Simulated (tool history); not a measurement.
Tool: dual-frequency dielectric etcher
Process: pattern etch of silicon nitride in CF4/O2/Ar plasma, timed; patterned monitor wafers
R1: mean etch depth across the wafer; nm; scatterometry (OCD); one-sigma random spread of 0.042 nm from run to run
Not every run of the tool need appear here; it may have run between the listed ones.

Run 1, hour 0.0: source power (kW) 0.590, bias power (kW) 0.066, Ar flow (sccm) 112, CF4 flow (sccm) 79, etch time (s) 7.0. Result: R1 15.562 nm.
Run 2, hour 3.4: source power (kW) 0.590, bias power (kW) 0.066, Ar flow (sccm) 112, CF4 flow (sccm) 72, etch time (s) 7.0. Result: R1 15.275 nm.
Run 3, hour 9.4: source power (kW) 0.590, bias power (kW) 0.059, Ar flow (sccm) 112, CF4 flow (sccm) 72, etch time (s) 7.0. Result: R1 14.746 nm.
Run 4, hour 12.7: source power (kW) 0.590, bias power (kW) 0.059, Ar flow (sccm) 112, CF4 flow (sccm) 72, etch time (s) 6.5. Result: R1 13.638 nm.
Run 5, hour 18.4: source power (kW) 0.590, bias power (kW) 0.059, Ar flow (sccm) 92, CF4 flow (sccm) 72, etch time (s) 6.5. Result: R1 13.905 nm.
Run 6, hour 25.5: source power (kW) 0.590, bias power (kW) 0.059, Ar flow (sccm) 108, CF4 flow (sccm) 72, etch time (s) 6.5. Result: R1 13.729 nm.
Run 7, hour 32.3: source power (kW) 0.630, bias power (kW) 0.060, Ar flow (sccm) 108, CF4 flow (sccm) 72, etch time (s) 6.5. Result: R1 14.673 nm.
Run 8, hour 37.7: source power (kW) 0.670, bias power (kW) 0.061, Ar flow (sccm) 108, CF4 flow (sccm) 72, etch time (s) 6.5. Result: R1 15.636 nm.
Run 9, hour 38.8: source power (kW) 0.700, bias power (kW) 0.061, Ar flow (sccm) 108, CF4 flow (sccm) 72, etch time (s) 6.5. Result: R1 16.291 nm.
Run 10, hour 40.1: source power (kW) 0.720, bias power (kW) 0.061, Ar flow (sccm) 108, CF4 flow (sccm) 72, etch time (s) 6.5. Result: R1 16.676 nm.
Run 11, hour 44.8: source power (kW) 0.740, bias power (kW) 0.062, Ar flow (sccm) 108, CF4 flow (sccm) 72, etch time (s) 6.5. Result: R1 17.270 nm.
Run 12, hour 49.2: source power (kW) 0.760, bias power (kW) 0.062, Ar flow (sccm) 108, CF4 flow (sccm) 72, etch time (s) 6.5. Result: R1 17.666 nm.
Run 13, hour 56.9: source power (kW) 0.770, bias power (kW) 0.062, Ar flow (sccm) 108, CF4 flow (sccm) 72, etch time (s) 6.5. Result: R1 17.859 nm.

Estimate the outcome of run 14 from the log above:
Run 14, hour 57.8: source power (kW) 0.780, bias power (kW) 0.062, Ar flow (sccm) 108, CF4 flow (sccm) 72, etch time (s) 6.5. Result: R1 ?.

{"run 14": {"R1": 18.08}}

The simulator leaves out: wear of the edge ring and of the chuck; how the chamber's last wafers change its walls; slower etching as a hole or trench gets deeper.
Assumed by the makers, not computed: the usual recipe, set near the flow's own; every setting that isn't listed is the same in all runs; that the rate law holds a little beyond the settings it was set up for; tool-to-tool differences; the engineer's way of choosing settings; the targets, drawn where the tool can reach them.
